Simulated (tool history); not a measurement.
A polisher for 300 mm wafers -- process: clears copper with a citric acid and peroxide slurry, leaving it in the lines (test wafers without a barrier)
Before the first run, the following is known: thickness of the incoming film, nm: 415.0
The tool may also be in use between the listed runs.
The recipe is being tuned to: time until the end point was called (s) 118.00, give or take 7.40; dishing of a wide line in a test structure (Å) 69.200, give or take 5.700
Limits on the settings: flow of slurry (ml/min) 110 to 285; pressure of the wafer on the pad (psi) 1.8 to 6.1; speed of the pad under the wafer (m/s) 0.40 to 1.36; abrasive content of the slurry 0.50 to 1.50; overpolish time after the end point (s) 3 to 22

run,hour,flow of slurry (ml/min),pressure of the wafer on the pad (psi),speed of the pad under the wafer (m/s),abrasive content of the slurry,overpolish time after the end point (s),time until the end point was called (s),dishing of a wide line in a test structure (Å)
1,0.0,180,3.9,0.88,1.00,11,170.47,166.280
2,8.1,180,3.9,0.90,1.00,10,168.04,148.380
3,11.1,165,3.9,0.90,1.00,10,172.23,153.320
4,16.2,185,3.9,0.92,1.00,9,163.81,141.640
5,22.2,185,3.9,0.92,1.15,9,160.39,146.340
6,27.1,200,3.9,0.94,1.05,8,159.71,133.250
7,35.6,215,4.0,0.96,0.95,7,152.99,118.550
8,42.0,265,4.7,1.02,0.70,3,131.79,64.613
9,45.6,265,4.8,1.02,0.70,3,128.37,68.019

Exactly one of the 4 candidate moves below puts every result within its allowed miss. Which one?
A,49.2,245,4.6,0.98,0.65,3,?,?
B,49.2,275,4.5,1.00,0.70,3,?,?
C,49.2,275,4.7,1.12,0.65,3,?,?
D,49.2,285,4.8,0.98,0.55,3,?,?

move,time until the end point was called (s),dishing of a wide line in a test structure (Å)
A,135.44,59.558
B,133.42,60.436
C,118.28,68.006
D,130.33,61.864
A: lands further from the targets than the last run did
B: lands further from the targets than the last run did
C: in spec on every target
D: lands further from the targets than the last run did
So the answer is move C, the one that meets all the targets.
